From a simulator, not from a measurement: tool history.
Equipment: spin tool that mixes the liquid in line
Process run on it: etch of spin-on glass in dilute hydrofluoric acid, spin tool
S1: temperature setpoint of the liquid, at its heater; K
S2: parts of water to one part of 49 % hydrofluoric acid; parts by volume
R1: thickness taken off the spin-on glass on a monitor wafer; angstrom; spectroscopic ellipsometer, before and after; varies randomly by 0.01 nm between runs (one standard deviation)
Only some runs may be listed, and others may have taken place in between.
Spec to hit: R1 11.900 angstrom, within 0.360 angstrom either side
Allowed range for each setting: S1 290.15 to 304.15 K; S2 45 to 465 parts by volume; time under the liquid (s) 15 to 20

run 1 hour=0.0 | S1=296.15 S2=255 time_under_the_liquid_(s)=20 | R1=23.751
run 2 hour=2.9 | S1=295.65 S2=265 time_under_the_liquid_(s)=20 | R1=22.652
run 3 hour=4.2 | S1=295.15 S2=275 time_under_the_liquid_(s)=20 | R1=21.109
run 4 hour=7.9 | S1=295.15 S2=275 time_under_the_liquid_(s)=20 | R1=21.296
run 5 hour=8.8 | S1=295.15 S2=195 time_under_the_liquid_(s)=20 | R1=32.685
run 6 hour=10.0 | S1=295.15 S2=130 time_under_the_liquid_(s)=20 | R1=52.286
run 7 hour=18.0 | S1=294.65 S2=155 time_under_the_liquid_(s)=20 | R1=41.538
run 8 hour=21.8 | S1=294.15 S2=175 time_under_the_liquid_(s)=20 | R1=34.922
run 9 hour=24.9 | S1=293.65 S2=190 time_under_the_liquid_(s)=20 | R1=31.493
run 10 hour=32.5 | S1=293.15 S2=205 time_under_the_liquid_(s)=20 | R1=28.035
run 11 hour=36.2 | S1=290.15 S2=310 time_under_the_liquid_(s)=20 | R1=15.232
run 12 hour=42.6 | S1=290.15 S2=315 time_under_the_liquid_(s)=20 | R1=14.810
run 13 hour=48.8 | S1=290.15 S2=365 time_under_the_liquid_(s)=20 | R1=12.296

Which one of the following 5 next-run settings gets every result inside its allowed miss? There is exactly one.
run A hour=55.0 | S1=290.15 S2=275 time_under_the_liquid_(s)=15 | R1=?
run B hour=55.0 | S1=291.65 S2=360 time_under_the_liquid_(s)=20 | R1=?
run C hour=55.0 | S1=290.15 S2=300 time_under_the_liquid_(s)=15 | R1=?
run D hour=55.0 | S1=292.65 S2=375 time_under_the_liquid_(s)=20 | R1=?
run E hour=55.0 | S1=292.65 S2=385 time_under_the_liquid_(s)=20 | R1=?

move=A R1=13.202
move=B R1=13.241
move=C R1=11.849
move=D R1=13.011
move=E R1=12.568
A: further off than the last run
B: further off than the last run
C: meets every target
D: further off than the last run
E: further off than the last run
Correct choice: C, which meets every target
